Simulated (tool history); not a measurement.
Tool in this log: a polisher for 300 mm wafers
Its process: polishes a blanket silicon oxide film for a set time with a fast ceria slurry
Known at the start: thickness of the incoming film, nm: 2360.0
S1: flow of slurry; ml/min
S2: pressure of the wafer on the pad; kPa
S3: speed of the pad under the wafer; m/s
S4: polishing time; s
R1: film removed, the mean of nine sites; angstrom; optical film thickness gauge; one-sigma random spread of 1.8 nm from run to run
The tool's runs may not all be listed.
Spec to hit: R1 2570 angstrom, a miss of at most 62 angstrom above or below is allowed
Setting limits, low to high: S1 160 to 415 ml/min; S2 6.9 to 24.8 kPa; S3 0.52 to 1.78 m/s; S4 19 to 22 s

| run | hour | S1 | S2 | S3 | S4 | R1 |
|---|---|---|---|---|---|---|
| 1 | 0 | 265 | 15.9 | 1.14 | 22 | 3851 |
| 2 | 3.7 | 265 | 15.9 | 1.14 | 19 | 3280.7 |
| 3 | 10.1 | 260 | 14.5 | 1.14 | 19 | 3051.1 |
| 4 | 11.7 | 250 | 13.8 | 1.14 | 19 | 2989.2 |
| 5 | 18.6 | 315 | 13.8 | 1.14 | 19 | 3033.6 |
| 6 | 21.1 | 315 | 15.9 | 1.14 | 19 | 3342 |
| 7 | 29.3 | 315 | 14.5 | 1.14 | 19 | 3135 |
| 8 | 33.3 | 315 | 13.1 | 1.14 | 19 | 2892.9 |
| 9 | 40.6 | 315 | 12.4 | 1.14 | 19 | 2832.3 |
| 10 | 44.2 | 315 | 11.7 | 1.14 | 19 | 2724.9 |

Of the 4 settings listed for the next run, only one would bring every result within its allowed miss of target. Which one?
| A | 47.8 | 285 | 11.7 | 1.1 | 22 | ? |
| B | 47.8 | 380 | 11.7 | 1 | 20 | ? |
| C | 47.8 | 360 | 12.4 | 1.1 | 19 | ? |
| D | 47.8 | 270 | 13.1 | 1.06 | 19 | ? |

| move | R1 |
|---|---|
| A | 3037.2 |
| B | 2582.5 |
| C | 2778.7 |
| D | 2703.1 |
A: the biggest miss grows against the last run
B: all results land within tolerance of their targets
C: the biggest miss grows against the last run
D: nearer the targets than the last run, but a result is still out of spec
Move B is the one to make.
